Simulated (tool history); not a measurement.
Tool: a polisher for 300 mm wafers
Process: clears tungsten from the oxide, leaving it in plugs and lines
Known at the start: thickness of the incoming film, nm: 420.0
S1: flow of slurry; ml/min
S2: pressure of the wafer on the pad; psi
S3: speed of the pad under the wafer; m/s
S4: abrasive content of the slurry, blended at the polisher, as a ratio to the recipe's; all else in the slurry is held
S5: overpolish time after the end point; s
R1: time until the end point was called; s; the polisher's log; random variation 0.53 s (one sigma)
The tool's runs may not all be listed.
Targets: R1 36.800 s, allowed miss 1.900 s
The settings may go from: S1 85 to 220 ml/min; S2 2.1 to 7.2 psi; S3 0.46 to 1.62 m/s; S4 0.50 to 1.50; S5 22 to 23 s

Run 1, hour 0.0: S1 140 ml/min, S2 4.6 psi, S3 1.04 m/s, S4 1.00, S5 22 s. Result: R1 60.240 s.
Run 2, hour 8.6: S1 140 ml/min, S2 4.9 psi, S3 1.04 m/s, S4 1.00, S5 22 s. Result: R1 58.318 s.
Run 3, hour 13.9: S1 140 ml/min, S2 4.9 psi, S3 1.04 m/s, S4 0.80, S5 22 s. Result: R1 58.741 s.
Run 4, hour 20.7: S1 140 ml/min, S2 5.2 psi, S3 1.04 m/s, S4 0.80, S5 22 s. Result: R1 56.829 s.
Run 5, hour 29.1: S1 140 ml/min, S2 5.2 psi, S3 0.88 m/s, S4 0.80, S5 22 s. Result: R1 64.583 s.
Run 6, hour 33.7: S1 140 ml/min, S2 5.5 psi, S3 0.90 m/s, S4 0.80, S5 22 s. Result: R1 59.047 s.
Run 7, hour 41.0: S1 140 ml/min, S2 5.7 psi, S3 0.92 m/s, S4 0.80, S5 22 s. Result: R1 56.065 s.
Run 8, hour 44.0: S1 140 ml/min, S2 5.9 psi, S3 0.94 m/s, S4 0.80, S5 22 s. Result: R1 55.579 s.

5 next moves are on the table. One of them brings every result within its allowed miss. Which?
Run A, hour 47.0: S1 155 ml/min, S2 7.2 psi, S3 1.34 m/s, S4 1.10, S5 22 s. Result: R1 ?.
Run B, hour 47.0: S1 145 ml/min, S2 7.2 psi, S3 1.30 m/s, S4 0.70, S5 23 s. Result: R1 ?.
Run C, hour 47.0: S1 180 ml/min, S2 6.7 psi, S3 1.12 m/s, S4 0.75, S5 23 s. Result: R1 ?.
Run D, hour 47.0: S1 160 ml/min, S2 4.4 psi, S3 0.94 m/s, S4 0.85, S5 22 s. Result: R1 ?.
Run E, hour 47.0: S1 150 ml/min, S2 5.3 psi, S3 0.56 m/s, S4 0.95, S5 22 s. Result: R1 ?.

move      R1
   A  33.368
   B  37.492
   C  42.191
   D  67.006
   E  77.663
A: takes the result that was furthest off past its target
B: meets every target
C: nearer than the last run, and not there yet
D: further off than the last run
E: further off than the last run
The right move is B.
